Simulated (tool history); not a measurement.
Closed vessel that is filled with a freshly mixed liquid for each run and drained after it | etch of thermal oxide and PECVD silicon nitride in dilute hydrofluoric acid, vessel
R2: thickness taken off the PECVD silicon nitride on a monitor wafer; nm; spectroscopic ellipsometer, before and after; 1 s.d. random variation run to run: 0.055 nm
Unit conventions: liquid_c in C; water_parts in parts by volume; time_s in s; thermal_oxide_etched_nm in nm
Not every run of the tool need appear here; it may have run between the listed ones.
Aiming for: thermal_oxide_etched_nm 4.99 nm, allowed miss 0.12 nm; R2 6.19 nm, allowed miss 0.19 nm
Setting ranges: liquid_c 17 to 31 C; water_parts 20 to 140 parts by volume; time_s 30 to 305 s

Run 1, hour 0: liquid_c 23 C, water_parts 75 parts by volume, time_s 155 s. Result: thermal_oxide_etched_nm 8.9747 nm, R2 11.517 nm.
Run 2, hour 6.8: liquid_c 25 C, water_parts 75 parts by volume, time_s 155 s. Result: thermal_oxide_etched_nm 9.733 nm, R2 12.956 nm.
Run 3, hour 9: liquid_c 25 C, water_parts 75 parts by volume, time_s 215 s. Result: thermal_oxide_etched_nm 13.421 nm, R2 18.4 nm.
Run 4, hour 11.1: liquid_c 25 C, water_parts 95 parts by volume, time_s 215 s. Result: thermal_oxide_etched_nm 10.309 nm, R2 14.544 nm.
Run 5, hour 18.2: liquid_c 27.5 C, water_parts 95 parts by volume, time_s 215 s. Result: thermal_oxide_etched_nm 11.265 nm, R2 17.179 nm.
Run 6, hour 26.8: liquid_c 25 C, water_parts 105 parts by volume, time_s 215 s. Result: thermal_oxide_etched_nm 9.2582 nm, R2 13.141 nm.
Run 7, hour 28.3: liquid_c 23.5 C, water_parts 115 parts by volume, time_s 215 s. Result: thermal_oxide_etched_nm 7.8493 nm, R2 10.715 nm.
Run 8, hour 32.5: liquid_c 22.5 C, water_parts 120 parts by volume, time_s 215 s. Result: thermal_oxide_etched_nm 7.2046 nm, R2 9.822 nm.
Run 9, hour 36.4: liquid_c 21 C, water_parts 125 parts by volume, time_s 215 s. Result: thermal_oxide_etched_nm 6.3948 nm, R2 8.4815 nm.
Run 10, hour 45: liquid_c 20 C, water_parts 130 parts by volume, time_s 215 s. Result: thermal_oxide_etched_nm 6.036 nm, R2 7.5957 nm.
Run 11, hour 50.3: liquid_c 19.5 C, water_parts 140 parts by volume, time_s 205 s. Result: thermal_oxide_etched_nm 5.1487 nm, R2 6.548 nm.

Exactly one of the 5 candidate moves below puts every result within its allowed miss. Which one?
Run A, hour 55.6: liquid_c 17.5 C, water_parts 105 parts by volume, time_s 170 s. Result: thermal_oxide_etched_nm ?, R2 ?.
Run B, hour 55.6: liquid_c 20.5 C, water_parts 140 parts by volume, time_s 200 s. Result: thermal_oxide_etched_nm ?, R2 ?.
Run C, hour 55.6: liquid_c 19.5 C, water_parts 125 parts by volume, time_s 175 s. Result: thermal_oxide_etched_nm ?, R2 ?.
Run D, hour 55.6: liquid_c 18 C, water_parts 105 parts by volume, time_s 165 s. Result: thermal_oxide_etched_nm ?, R2 ?.
Run E, hour 55.6: liquid_c 21 C, water_parts 140 parts by volume, time_s 200 s. Result: thermal_oxide_etched_nm ?, R2 ?.

move  thermal_oxide_etched_nm      R2
   A                   5.3669  6.2811
   B                    5.159   6.852
   C                   4.9347  6.2605
   D                    5.319   6.311
   E                   5.2626  7.0841
A: puts the biggest miss on target and leaves a different result outside tolerance
B: its largest miss is bigger than the last run's
C: each result inside its tolerance
D: puts the biggest miss on target and leaves a different result outside tolerance
E: its largest miss is bigger than the last run's
So the answer is move C, the one that meets all the targets.
